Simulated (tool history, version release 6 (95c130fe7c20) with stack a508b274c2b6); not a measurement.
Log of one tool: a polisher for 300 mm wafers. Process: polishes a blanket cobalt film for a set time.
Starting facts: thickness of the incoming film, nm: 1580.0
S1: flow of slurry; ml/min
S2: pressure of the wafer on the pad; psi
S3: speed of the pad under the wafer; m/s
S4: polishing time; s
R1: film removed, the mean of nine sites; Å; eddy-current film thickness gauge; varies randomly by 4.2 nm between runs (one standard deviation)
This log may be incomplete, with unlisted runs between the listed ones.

{"run": 1, "hour": 0.0, "S1": 280, "S2": 1.3, "S3": 0.88, "S4": 100, "R1": 3380.3}
{"run": 2, "hour": 2.2, "S1": 280, "S2": 1.4, "S3": 0.88, "S4": 100, "R1": 3473.4}
{"run": 3, "hour": 7.7, "S1": 280, "S2": 1.4, "S3": 0.88, "S4": 100, "R1": 3470.3}
{"run": 4, "hour": 14.8, "S1": 280, "S2": 1.4, "S3": 0.78, "S4": 100, "R1": 3133.5}
{"run": 5, "hour": 22.1, "S1": 280, "S2": 1.1, "S3": 0.78, "S4": 100, "R1": 2658.2}
{"run": 6, "hour": 30.7, "S1": 280, "S2": 1.1, "S3": 0.78, "S4": 100, "R1": 2689.1}
{"run": 7, "hour": 31.8, "S1": 280, "S2": 1.4, "S3": 0.8, "S4": 100, "R1": 3231.7}
{"run": 8, "hour": 36.5, "S1": 280, "S2": 1.6, "S3": 0.8, "S4": 100, "R1": 3557.7}

Forecast run 9:
{"run": 9, "hour": 40.4, "S1": 280, "S2": 1.7, "S3": 0.82, "S4": 100, "R1": "?"}

Run 9 produced R1 3793 Å.
